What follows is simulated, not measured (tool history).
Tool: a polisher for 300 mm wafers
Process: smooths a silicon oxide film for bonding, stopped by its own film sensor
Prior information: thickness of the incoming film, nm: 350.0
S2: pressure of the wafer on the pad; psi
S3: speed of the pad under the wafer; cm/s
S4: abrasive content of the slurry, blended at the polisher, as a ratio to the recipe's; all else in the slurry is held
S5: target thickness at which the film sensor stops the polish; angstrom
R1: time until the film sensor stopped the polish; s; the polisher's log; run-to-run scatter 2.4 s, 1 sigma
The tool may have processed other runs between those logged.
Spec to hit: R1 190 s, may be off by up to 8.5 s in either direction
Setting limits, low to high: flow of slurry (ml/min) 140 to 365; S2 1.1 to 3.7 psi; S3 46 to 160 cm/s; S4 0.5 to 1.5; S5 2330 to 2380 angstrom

Run 1, day 0: flow of slurry (ml/min) 235, S2 2.4 psi, S3 102 cm/s, S4 1, S5 2380 angstrom. Result: R1 115.6 s.
Run 2, day 0.304: flow of slurry (ml/min) 275, S2 2.4 psi, S3 102 cm/s, S4 1, S5 2380 angstrom. Result: R1 115.13 s.
Run 3, day 0.571: flow of slurry (ml/min) 275, S2 2.3 psi, S3 102 cm/s, S4 1, S5 2380 angstrom. Result: R1 120.47 s.
Run 4, day 0.767: flow of slurry (ml/min) 315, S2 2.3 psi, S3 102 cm/s, S4 1, S5 2380 angstrom. Result: R1 117.86 s.
Run 5, day 0.85: flow of slurry (ml/min) 315, S2 2.2 psi, S3 102 cm/s, S4 1, S5 2380 angstrom. Result: R1 121.64 s.
Run 6, day 1.104: flow of slurry (ml/min) 315, S2 2.2 psi, S3 102 cm/s, S4 1, S5 2380 angstrom. Result: R1 123.16 s.
Run 7, day 1.225: flow of slurry (ml/min) 315, S2 2.1 psi, S3 102 cm/s, S4 1, S5 2380 angstrom. Result: R1 127.07 s.
Run 8, day 1.55: flow of slurry (ml/min) 315, S2 2 psi, S3 102 cm/s, S4 1, S5 2380 angstrom. Result: R1 130.98 s.
Run 9, day 1.912: flow of slurry (ml/min) 315, S2 1.9 psi, S3 102 cm/s, S4 1, S5 2380 angstrom. Result: R1 133.95 s.
Run 10, day 1.942: flow of slurry (ml/min) 315, S2 1.3 psi, S3 94 cm/s, S4 1, S5 2380 angstrom. Result: R1 169.3 s.

Which of these 5 next moves meets every target?
Run A, day 1.971: flow of slurry (ml/min) 340, S2 1.2 psi, S3 122 cm/s, S4 0.85, S5 2380 angstrom. Result: R1 ?.
Run B, day 1.971: flow of slurry (ml/min) 285, S2 1.7 psi, S3 90 cm/s, S4 1.1, S5 2380 angstrom. Result: R1 ?.
Run C, day 1.971: flow of slurry (ml/min) 300, S2 1.2 psi, S3 106 cm/s, S4 1.2, S5 2350 angstrom. Result: R1 ?.
Run D, day 1.971: flow of slurry (ml/min) 295, S2 1.2 psi, S3 106 cm/s, S4 1, S5 2380 angstrom. Result: R1 ?.
Run E, day 1.971: flow of slurry (ml/min) 350, S2 2.3 psi, S3 70 cm/s, S4 0.7, S5 2380 angstrom. Result: R1 ?.

move      R1
   A  156.25
   B  151.07
   C  153.76
   D  162.83
   E  194.67
A: its largest miss is bigger than the last run's
B: its largest miss is bigger than the last run's
C: its largest miss is bigger than the last run's
D: its largest miss is bigger than the last run's
E: every result within its allowed miss
Correct choice: E, which meets every target
